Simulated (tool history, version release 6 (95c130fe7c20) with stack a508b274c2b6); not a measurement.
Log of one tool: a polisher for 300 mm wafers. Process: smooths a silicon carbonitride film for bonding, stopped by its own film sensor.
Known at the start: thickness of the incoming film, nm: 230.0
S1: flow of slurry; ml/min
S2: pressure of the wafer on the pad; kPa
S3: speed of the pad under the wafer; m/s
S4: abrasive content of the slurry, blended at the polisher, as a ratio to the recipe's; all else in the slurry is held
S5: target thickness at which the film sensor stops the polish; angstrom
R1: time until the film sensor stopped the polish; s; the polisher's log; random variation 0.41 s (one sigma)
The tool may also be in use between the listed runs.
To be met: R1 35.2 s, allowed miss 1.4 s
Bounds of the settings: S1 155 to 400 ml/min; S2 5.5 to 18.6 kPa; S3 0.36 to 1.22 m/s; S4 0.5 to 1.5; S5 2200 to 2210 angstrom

| run | hour | S1 | S2 | S3 | S4 | S5 | R1 |
|---|---|---|---|---|---|---|---|
| 1 | 0 | 255 | 11.7 | 0.78 | 1 | 2200 | 50.387 |
| 2 | 4.1 | 295 | 11.7 | 0.78 | 1 | 2200 | 49.203 |
| 3 | 11.5 | 295 | 13.1 | 0.78 | 1 | 2200 | 44.852 |
| 4 | 12.7 | 260 | 13.1 | 0.78 | 1 | 2200 | 44.462 |
| 5 | 19.5 | 260 | 13.1 | 0.78 | 1 | 2200 | 45.104 |
| 6 | 21.1 | 260 | 13.1 | 0.78 | 1 | 2200 | 44.621 |
| 7 | 22 | 260 | 13.8 | 0.78 | 1 | 2200 | 43.256 |
| 8 | 27.2 | 260 | 14.5 | 0.78 | 1 | 2200 | 40.577 |
| 9 | 32.8 | 260 | 15.2 | 0.78 | 1 | 2200 | 39.001 |
| 10 | 38.2 | 260 | 15.9 | 0.78 | 1 | 2200 | 37.427 |

4 next moves are on the table. One of them brings every result within its allowed miss. Which?
| A | 43.6 | 280 | 18.6 | 0.64 | 0.95 | 2200 | ? |
| B | 43.6 | 290 | 18.6 | 0.64 | 0.95 | 2210 | ? |
| C | 43.6 | 280 | 17.9 | 0.52 | 1.05 | 2210 | ? |
| D | 43.6 | 165 | 15.9 | 0.72 | 0.9 | 2210 | ? |

| move | R1 |
|---|---|
| A | 39.031 |
| B | 35.013 |
| C | 40.208 |
| D | 41.574 |
A: further off than the last run
B: meets every target
C: further off than the last run
D: further off than the last run
Move B is the one to make.
